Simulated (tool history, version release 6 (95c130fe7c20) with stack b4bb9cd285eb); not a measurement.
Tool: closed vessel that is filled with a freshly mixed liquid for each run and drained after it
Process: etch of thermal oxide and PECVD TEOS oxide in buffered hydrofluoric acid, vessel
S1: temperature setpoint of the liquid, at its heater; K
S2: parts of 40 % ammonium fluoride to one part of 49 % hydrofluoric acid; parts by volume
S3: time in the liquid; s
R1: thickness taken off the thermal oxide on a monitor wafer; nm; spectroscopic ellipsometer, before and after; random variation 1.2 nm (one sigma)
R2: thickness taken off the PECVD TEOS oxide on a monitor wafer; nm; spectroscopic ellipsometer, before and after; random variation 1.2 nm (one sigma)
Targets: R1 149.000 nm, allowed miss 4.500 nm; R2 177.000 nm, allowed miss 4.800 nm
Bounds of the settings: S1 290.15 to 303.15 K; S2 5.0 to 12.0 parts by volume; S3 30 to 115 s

run 1 day=0.000 | S1=295.15 S2=7.0 S3=60 | R1=94.384 R2=111.110
run 2 day=0.200 | S1=297.65 S2=7.0 S3=60 | R1=106.050 R2=126.720
run 3 day=0.504 | S1=299.15 S2=7.0 S3=60 | R1=115.160 R2=137.800
run 4 day=0.871 | S1=299.15 S2=8.5 S3=60 | R1=93.879 R2=111.440
run 5 day=0.983 | S1=297.65 S2=8.5 S3=60 | R1=87.011 R2=103.670
run 6 day=1.075 | S1=296.15 S2=8.5 S3=60 | R1=79.218 R2=95.749
run 7 day=1.342 | S1=298.15 S2=8.0 S3=60 | R1=94.408 R2=114.050
run 8 day=1.488 | S1=299.65 S2=7.5 S3=60 | R1=110.490 R2=132.750
run 9 day=1.679 | S1=300.65 S2=7.0 S3=60 | R1=124.950 R2=151.370
run 10 day=2.042 | S1=301.15 S2=7.0 S3=60 | R1=127.820 R2=152.810
run 11 day=2.383 | S1=301.65 S2=7.0 S3=60 | R1=131.240 R2=159.140

Which of these 5 next moves meets every target?
run A day=2.725 | S1=301.65 S2=8.5 S3=65 | R1=? R2=?
run B day=2.725 | S1=298.65 S2=7.0 S3=60 | R1=? R2=?
run C day=2.725 | S1=297.15 S2=6.0 S3=75 | R1=? R2=?
run D day=2.725 | S1=293.65 S2=5.0 S3=85 | R1=? R2=?
run E day=2.725 | S1=301.15 S2=8.5 S3=65 | R1=? R2=?

move=A R1=116.100 R2=138.490
move=B R1=112.620 R2=134.340
move=C R1=148.340 R2=176.940
move=D R1=161.800 R2=193.010
move=E R1=113.070 R2=134.870
A: further off than the last run
B: further off than the last run
C: meets every target
D: takes the result that was furthest off past its target
E: further off than the last run
Answer: C
